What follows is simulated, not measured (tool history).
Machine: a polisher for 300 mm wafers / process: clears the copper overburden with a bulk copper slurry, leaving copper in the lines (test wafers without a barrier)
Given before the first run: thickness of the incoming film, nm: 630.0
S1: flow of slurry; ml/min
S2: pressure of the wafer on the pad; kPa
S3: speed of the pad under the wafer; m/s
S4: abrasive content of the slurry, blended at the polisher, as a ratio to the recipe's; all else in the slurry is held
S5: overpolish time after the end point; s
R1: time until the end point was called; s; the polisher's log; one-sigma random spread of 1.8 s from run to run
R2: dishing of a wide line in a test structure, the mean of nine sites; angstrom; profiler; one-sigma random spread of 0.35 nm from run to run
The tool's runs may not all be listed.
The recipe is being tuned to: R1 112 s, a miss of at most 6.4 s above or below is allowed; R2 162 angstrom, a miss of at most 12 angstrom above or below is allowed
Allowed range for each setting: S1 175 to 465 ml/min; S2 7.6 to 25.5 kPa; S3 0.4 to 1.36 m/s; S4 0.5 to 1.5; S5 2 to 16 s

run 1 hour=0 | S1=295 S2=16.5 S3=0.88 S4=1 S5=8 | R1=90.486 R2=333.16
run 2 hour=1.2 | S1=295 S2=20.7 S3=0.88 S4=1 S5=8 | R1=73.432 R2=411.19
run 3 hour=4.2 | S1=295 S2=20.7 S3=1.06 S4=1 S5=8 | R1=65.036 R2=447.25
run 4 hour=10.1 | S1=295 S2=19.3 S3=1.06 S4=1 S5=7 | R1=70.541 R2=392.84
run 5 hour=18.3 | S1=300 S2=18.6 S3=1.04 S4=1 S5=6 | R1=72.705 R2=336.29
run 6 hour=22.8 | S1=300 S2=18.6 S3=1.04 S4=1 S5=8 | R1=72.052 R2=416.38
run 7 hour=31.7 | S1=300 S2=18.6 S3=1.04 S4=1 S5=8 | R1=73.267 R2=412.95
run 8 hour=32.7 | S1=300 S2=17.9 S3=1.02 S4=1 S5=7 | R1=74.946 R2=366.56
run 9 hour=38.4 | S1=300 S2=17.2 S3=1 S4=1 S5=6 | R1=77.232 R2=303.53

Exactly one of the 5 candidate moves below puts every result within its allowed miss. Which one?
run A hour=44.1 | S1=255 S2=13.8 S3=0.94 S4=0.65 S5=5 | R1=? R2=?
run B hour=44.1 | S1=280 S2=12.4 S3=0.74 S4=0.95 S5=6 | R1=? R2=?
run C hour=44.1 | S1=325 S2=11.7 S3=0.74 S4=1 S5=6 | R1=? R2=?
run D hour=44.1 | S1=320 S2=14.5 S3=0.76 S4=1.05 S5=4 | R1=? R2=?
run E hour=44.1 | S1=295 S2=12.4 S3=1.06 S4=0.65 S5=5 | R1=? R2=?

move=A R1=111.66 R2=194.36
move=B R1=132.24 R2=196.03
move=C R1=136.04 R2=190.84
move=D R1=111.18 R2=159.81
move=E R1=111.01 R2=194.76
A: better than the last run, though not everything is in spec
B: better than the last run, though not everything is in spec
C: better than the last run, though not everything is in spec
D: in spec on every target
E: better than the last run, though not everything is in spec
D meets every target.
